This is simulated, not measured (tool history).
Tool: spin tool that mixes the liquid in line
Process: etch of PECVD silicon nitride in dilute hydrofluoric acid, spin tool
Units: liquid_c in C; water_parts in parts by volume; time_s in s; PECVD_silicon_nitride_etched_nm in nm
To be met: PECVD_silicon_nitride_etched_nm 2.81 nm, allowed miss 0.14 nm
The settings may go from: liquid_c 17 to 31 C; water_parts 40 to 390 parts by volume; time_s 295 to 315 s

| run | day | liquid_c | water_parts | time_s | PECVD_silicon_nitride_etched_nm |
|---|---|---|---|---|---|
| 1 | 0 | 23 | 215 | 295 | 4.7905 |
| 2 | 0.167 | 21.5 | 225 | 295 | 4.3833 |
| 3 | 0.35 | 20.5 | 240 | 295 | 3.7766 |
| 4 | 0.588 | 20.5 | 270 | 295 | 3.344 |
| 5 | 0.917 | 22.5 | 270 | 295 | 3.7774 |
| 6 | 1.033 | 21.5 | 270 | 295 | 3.5185 |
| 7 | 1.112 | 20.5 | 270 | 295 | 3.281 |
| 8 | 1.246 | 20 | 270 | 295 | 3.2817 |
| 9 | 1.596 | 19.5 | 270 | 295 | 3.0684 |
| 10 | 1.838 | 19 | 270 | 295 | 3.044 |

Which of these 5 next moves meets every target?
| A | 2.079 | 19 | 265 | 300 | ? |
| B | 2.079 | 19 | 360 | 310 | ? |
| C | 2.079 | 17 | 285 | 295 | ? |
| D | 2.079 | 17.5 | 250 | 315 | ? |
| E | 2.079 | 18 | 280 | 305 | ? |

| move | PECVD_silicon_nitride_etched_nm |
|---|---|
| A | 3.0955 |
| B | 2.3835 |
| C | 2.4917 |
| D | 3.1156 |
| E | 2.7972 |
A: further off than the last run
B: takes the result that was furthest off past its target
C: takes the result that was furthest off past its target
D: further off than the last run
E: meets every target
Move E is the one to make.
